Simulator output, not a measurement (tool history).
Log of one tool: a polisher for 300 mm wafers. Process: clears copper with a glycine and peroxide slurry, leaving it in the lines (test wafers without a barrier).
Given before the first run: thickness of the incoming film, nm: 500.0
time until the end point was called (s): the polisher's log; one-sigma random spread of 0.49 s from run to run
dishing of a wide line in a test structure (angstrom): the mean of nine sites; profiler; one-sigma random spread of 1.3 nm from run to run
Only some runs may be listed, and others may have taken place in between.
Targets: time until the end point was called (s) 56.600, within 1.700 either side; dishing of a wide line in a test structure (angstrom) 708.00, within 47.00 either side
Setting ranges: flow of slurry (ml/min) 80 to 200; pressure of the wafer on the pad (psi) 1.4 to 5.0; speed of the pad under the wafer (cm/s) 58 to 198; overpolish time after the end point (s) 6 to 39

run,hour,flow of slurry (ml/min),pressure of the wafer on the pad (psi),speed of the pad under the wafer (cm/s),overpolish time after the end point (s),time until the end point was called (s),dishing of a wide line in a test structure (angstrom)
1,0.0,130,3.2,128,20,87.162,681.75
2,0.8,115,3.2,128,20,88.604,652.66
3,3.8,120,3.5,128,18,81.645,643.79
4,6.5,125,3.7,128,17,77.149,660.64
5,9.1,130,3.9,128,16,73.057,665.08
6,12.0,130,3.3,128,16,83.880,595.68
# hour 19.6: worn pad replaced by a new one
7,19.6,135,3.6,128,15,67.658,616.66
8,24.6,140,3.6,128,15,67.424,647.65
9,31.9,145,3.6,128,15,68.320,649.90
10,38.8,150,3.6,128,15,66.505,658.34
11,43.3,155,3.6,128,15,65.843,652.88
12,43.9,155,3.6,128,15,65.967,670.61
13,47.6,160,3.6,128,15,64.373,687.59
14,55.1,165,3.6,128,15,66.048,686.07

Exactly one of the 4 candidate moves below puts every result within its allowed miss. Which one?
A,62.6,145,3.5,144,16,?,?
B,62.6,155,3.7,136,13,?,?
C,62.6,170,4.2,128,14,?,?
D,62.6,170,3.5,120,16,?,?

move,time until the end point was called (s),dishing of a wide line in a test structure (angstrom)
A,61.916,704.38
B,61.271,618.37
C,56.866,691.29
D,70.820,646.86
A: gains on the last run, yet a result remains outside its allowed miss
B: gains on the last run, yet a result remains outside its allowed miss
C: all results in spec
D: misses by more than the last run did
C meets every target.

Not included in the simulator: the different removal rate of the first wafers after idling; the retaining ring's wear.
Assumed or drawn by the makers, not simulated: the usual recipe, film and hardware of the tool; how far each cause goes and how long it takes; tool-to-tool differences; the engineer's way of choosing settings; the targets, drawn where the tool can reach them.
